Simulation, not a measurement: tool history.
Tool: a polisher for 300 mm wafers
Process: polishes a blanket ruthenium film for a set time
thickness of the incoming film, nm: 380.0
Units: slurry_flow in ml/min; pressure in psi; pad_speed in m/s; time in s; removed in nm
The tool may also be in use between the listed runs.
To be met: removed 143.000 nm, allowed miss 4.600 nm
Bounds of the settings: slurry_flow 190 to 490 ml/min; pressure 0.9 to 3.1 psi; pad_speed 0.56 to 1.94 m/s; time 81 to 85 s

run	day	slurry_flow	pressure	pad_speed	time	removed
1	0.000	315	2.0	1.24	81	89.175
2	0.133	315	2.1	1.24	81	92.699
3	0.333	340	2.1	1.24	81	95.810
4	0.496	350	2.2	1.24	81	97.064
5	0.646	350	2.3	1.24	81	102.220
6	0.929	425	2.3	1.24	81	104.190
7	1.079	425	2.4	1.24	81	110.090
8	1.142	425	2.5	1.24	81	114.490
9	1.450	425	2.6	1.24	81	117.250
10	1.725	425	2.7	1.24	81	122.770

Which of these 5 next moves meets every target?
A	2.000	435	3.0	1.18	81	?
B	2.000	450	2.8	1.14	81	?
C	2.000	440	2.8	1.42	85	?
D	2.000	450	2.8	1.40	85	?
E	2.000	455	2.7	1.36	85	?

move	removed
A	128.860
B	116.740
C	151.400
D	149.540
E	140.400
A: nearer than the last run, and not there yet
B: further off than the last run
C: takes the result that was furthest off past its target
D: takes the result that was furthest off past its target
E: meets every target
The right move is E.
